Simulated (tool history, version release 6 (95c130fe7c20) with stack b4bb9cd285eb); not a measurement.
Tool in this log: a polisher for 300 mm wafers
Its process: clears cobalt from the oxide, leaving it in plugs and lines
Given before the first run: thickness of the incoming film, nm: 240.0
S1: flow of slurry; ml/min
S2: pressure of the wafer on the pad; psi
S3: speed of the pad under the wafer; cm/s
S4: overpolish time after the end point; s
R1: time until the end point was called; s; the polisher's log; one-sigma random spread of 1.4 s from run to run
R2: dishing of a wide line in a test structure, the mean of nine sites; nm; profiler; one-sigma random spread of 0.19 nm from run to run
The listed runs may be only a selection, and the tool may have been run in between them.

Run 1, hour 0.0: S1 140 ml/min, S2 2.0 psi, S3 90 cm/s, S4 20 s. Result: R1 55.136 s, R2 27.6180 nm.
Run 2, hour 1.4: S1 155 ml/min, S2 2.0 psi, S3 90 cm/s, S4 20 s. Result: R1 53.887 s, R2 27.8410 nm.
Run 3, hour 3.5: S1 145 ml/min, S2 1.9 psi, S3 88 cm/s, S4 18 s. Result: R1 59.352 s, R2 26.9280 nm.
Run 4, hour 11.1: S1 145 ml/min, S2 1.6 psi, S3 88 cm/s, S4 18 s. Result: R1 69.754 s, R2 25.7340 nm.
Run 5, hour 17.9: S1 145 ml/min, S2 1.6 psi, S3 96 cm/s, S4 18 s. Result: R1 64.484 s, R2 26.1170 nm.
Run 6, hour 18.7: S1 140 ml/min, S2 1.5 psi, S3 94 cm/s, S4 17 s. Result: R1 71.301 s, R2 24.8990 nm.
Run 7, hour 24.6: S1 100 ml/min, S2 0.9 psi, S3 78 cm/s, S4 7 s. Result: R1 146.810 s, R2 9.0140 nm.
Run 8, hour 25.2: S1 110 ml/min, S2 0.9 psi, S3 76 cm/s, S4 8 s. Result: R1 144.410 s, R2 10.2110 nm.
Run 9, hour 33.2: S1 120 ml/min, S2 0.9 psi, S3 76 cm/s, S4 8 s. Result: R1 142.490 s, R2 10.3670 nm.
Run 10, hour 34.4: S1 160 ml/min, S2 0.9 psi, S3 76 cm/s, S4 18 s. Result: R1 132.980 s, R2 19.1700 nm.
Run 11, hour 39.9: S1 160 ml/min, S2 0.9 psi, S3 76 cm/s, S4 18 s. Result: R1 133.850 s, R2 19.2930 nm.
Run 12, hour 47.7: S1 150 ml/min, S2 1.0 psi, S3 76 cm/s, S4 17 s. Result: R1 121.710 s, R2 19.7540 nm.
Run 13, hour 49.8: S1 145 ml/min, S2 1.0 psi, S3 76 cm/s, S4 17 s. Result: R1 123.020 s, R2 19.5240 nm.
At hour 53.1: head pressure recalibrated.
Run 14, hour 53.1: S1 135 ml/min, S2 1.0 psi, S3 76 cm/s, S4 16 s. Result: R1 113.760 s, R2 19.4420 nm.
Run 15, hour 56.1: S1 135 ml/min, S2 1.0 psi, S3 76 cm/s, S4 16 s. Result: R1 114.850 s, R2 19.4680 nm.
Run 16, hour 64.9: S1 140 ml/min, S2 1.0 psi, S3 76 cm/s, S4 16 s. Result: R1 114.730 s, R2 19.6440 nm.
Run 17, hour 68.4: S1 145 ml/min, S2 1.0 psi, S3 76 cm/s, S4 16 s. Result: R1 113.520 s, R2 19.7240 nm.
Run 18, hour 70.8: S1 140 ml/min, S2 1.0 psi, S3 76 cm/s, S4 16 s. Result: R1 113.310 s, R2 20.1730 nm.
Run 19, hour 76.3: S1 145 ml/min, S2 1.0 psi, S3 76 cm/s, S4 16 s. Result: R1 113.820 s, R2 19.9080 nm.
Run 20, hour 79.9: S1 185 ml/min, S2 0.9 psi, S3 60 cm/s, S4 6 s. Result: R1 145.290 s, R2 8.1163 nm.
Run 21, hour 82.2: S1 145 ml/min, S2 1.3 psi, S3 62 cm/s, S4 7 s. Result: R1 106.420 s, R2 12.0120 nm.
Run 22, hour 90.9: S1 140 ml/min, S2 1.3 psi, S3 60 cm/s, S4 7 s. Result: R1 107.850 s, R2 11.6900 nm.
Run 23, hour 100.0: S1 180 ml/min, S2 0.9 psi, S3 56 cm/s, S4 17 s. Result: R1 155.810 s, R2 16.9910 nm.
Run 24, hour 101.9: S1 180 ml/min, S2 1.0 psi, S3 58 cm/s, S4 16 s. Result: R1 136.200 s, R2 17.7150 nm.

Run 25 has not been measured yet. What should we expect?
Run 25, hour 104.1: S1 185 ml/min, S2 1.0 psi, S3 60 cm/s, S4 16 s. Result: R1 ?, R2 ?.

Run 25 came out at R1 132.740 s, R2 17.8230 nm.

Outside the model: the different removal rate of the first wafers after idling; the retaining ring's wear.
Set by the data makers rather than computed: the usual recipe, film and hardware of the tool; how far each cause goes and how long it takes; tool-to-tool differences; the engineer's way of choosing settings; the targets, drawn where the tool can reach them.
